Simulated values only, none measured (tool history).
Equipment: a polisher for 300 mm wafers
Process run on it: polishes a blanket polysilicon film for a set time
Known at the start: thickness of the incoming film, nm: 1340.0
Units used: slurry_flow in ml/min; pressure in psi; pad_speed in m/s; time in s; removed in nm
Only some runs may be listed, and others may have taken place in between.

run	hour	slurry_flow	pressure	pad_speed	time	removed
1	0	310	1.9	0.98	111	616.17
2	2.6	340	1.9	0.98	111	620.04
3	8.2	340	2	0.98	111	654.49
4	10.1	340	2	0.98	111	650.15
5	17	340	2	0.98	111	659.15
6	21.5	400	2	0.98	111	647.6
7	29.8	400	2.1	0.98	111	684.79
8	31.7	400	2.2	0.98	111	727.72
# hour 38.6: worn pad replaced by a new one
9	38.6	400	2.3	0.98	111	810.97
10	39.2	400	2.5	0.98	111	864.95

What will run 11 give?
11	43.8	400	2.5	0.98	111	?

removed: 879.31 nm
